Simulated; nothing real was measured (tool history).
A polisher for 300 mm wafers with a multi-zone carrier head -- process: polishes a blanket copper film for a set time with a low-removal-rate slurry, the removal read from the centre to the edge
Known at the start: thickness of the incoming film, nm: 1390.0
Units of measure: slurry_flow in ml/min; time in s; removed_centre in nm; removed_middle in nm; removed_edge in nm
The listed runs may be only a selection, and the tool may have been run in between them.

run,day,slurry_flow,centre_zone,middle_zone,edge_zone,slurry_solids,time,removed_centre,removed_middle,removed_edge
1,0,255,1,1,1,1,66,204.83,199.02,203.59
2,0.362,255,1,1,1,1,80,245.8,249.4,246.66
3,0.529,255,1,1,0.97,1,80,247.85,242.55,238.92
4,0.871,250,0.97,0.97,0.94,0.9,74,211.94,216.91,216.69
5,0.95,250,0.97,0.97,0.94,0.9,58,166.89,166.95,170.05
6,1.121,250,0.97,0.97,0.94,0.9,74,217.4,217.97,214.08
7,1.362,245,0.98,0.94,0.93,0.85,67,194.54,189.5,192.59
8,1.596,245,0.99,0.92,0.93,0.8,62,176.83,170.65,179.07
9,1.925,245,1.01,0.9,0.92,0.75,58,167.54,154.58,156.67
10,2.238,240,1.01,0.88,0.93,0.7,56,159.33,142.9,156.04
11,2.467,240,1.01,0.87,0.92,0.65,55,155.7,135.4,148.04

The next listed run, before its measurement:
12,2.629,220,0.92,0.81,0.87,0.5,54,?,?,?

{"run 12": {"removed_centre": 131.71, "removed_middle": 120.51, "removed_edge": 137.43}}
